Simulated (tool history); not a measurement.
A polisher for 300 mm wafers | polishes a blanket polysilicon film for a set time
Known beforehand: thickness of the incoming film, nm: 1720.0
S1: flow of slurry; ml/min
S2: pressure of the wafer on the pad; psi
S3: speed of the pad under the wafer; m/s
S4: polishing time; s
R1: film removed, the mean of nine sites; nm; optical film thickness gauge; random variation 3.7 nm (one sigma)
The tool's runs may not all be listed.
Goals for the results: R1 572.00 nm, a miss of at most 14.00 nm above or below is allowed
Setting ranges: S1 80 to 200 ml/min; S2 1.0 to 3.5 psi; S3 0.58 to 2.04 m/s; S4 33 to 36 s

run 1 hour=0.0 | S1=130 S2=2.2 S3=1.30 S4=36 | R1=307.07
run 2 hour=8.1 | S1=135 S2=2.3 S3=1.30 S4=36 | R1=324.41
run 3 hour=8.8 | S1=135 S2=2.3 S3=1.58 S4=36 | R1=381.29
run 4 hour=17.0 | S1=135 S2=2.3 S3=1.58 S4=33 | R1=356.92
run 5 hour=22.5 | S1=135 S2=1.8 S3=1.58 S4=33 | R1=300.02
run 6 hour=25.8 | S1=135 S2=1.8 S3=1.58 S4=36 | R1=327.34
run 7 hour=30.3 | S1=140 S2=2.0 S3=1.58 S4=36 | R1=354.20
run 8 hour=35.5 | S1=145 S2=2.1 S3=1.58 S4=36 | R1=363.45
run 9 hour=41.9 | S1=150 S2=2.2 S3=1.58 S4=36 | R1=381.09
run 10 hour=47.2 | S1=155 S2=2.3 S3=1.58 S4=36 | R1=395.32
run 11 hour=48.4 | S1=160 S2=2.4 S3=1.58 S4=36 | R1=408.86
run 12 hour=56.5 | S1=160 S2=2.5 S3=1.58 S4=36 | R1=421.00
run 13 hour=59.4 | S1=160 S2=2.6 S3=1.58 S4=36 | R1=429.15
run 14 hour=64.4 | S1=160 S2=2.7 S3=1.58 S4=36 | R1=434.13
run 15 hour=71.6 | S1=165 S2=2.8 S3=1.58 S4=36 | R1=447.12

Which one of the following 5 next-run settings gets every result inside its allowed miss? There is exactly one.
run A hour=78.8 | S1=105 S2=3.1 S3=1.20 S4=34 | R1=?
run B hour=78.8 | S1=140 S2=2.5 S3=1.30 S4=33 | R1=?
run C hour=78.8 | S1=170 S2=2.5 S3=1.24 S4=33 | R1=?
run D hour=78.8 | S1=195 S2=3.3 S3=1.86 S4=34 | R1=?
run E hour=78.8 | S1=165 S2=3.2 S3=1.28 S4=35 | R1=?

move=A R1=327.68
move=B R1=311.01
move=C R1=307.98
move=D R1=566.34
move=E R1=397.75
A: moves away from the targets compared with the last run
B: moves away from the targets compared with the last run
C: moves away from the targets compared with the last run
D: each result inside its tolerance
E: moves away from the targets compared with the last run
Answer: D
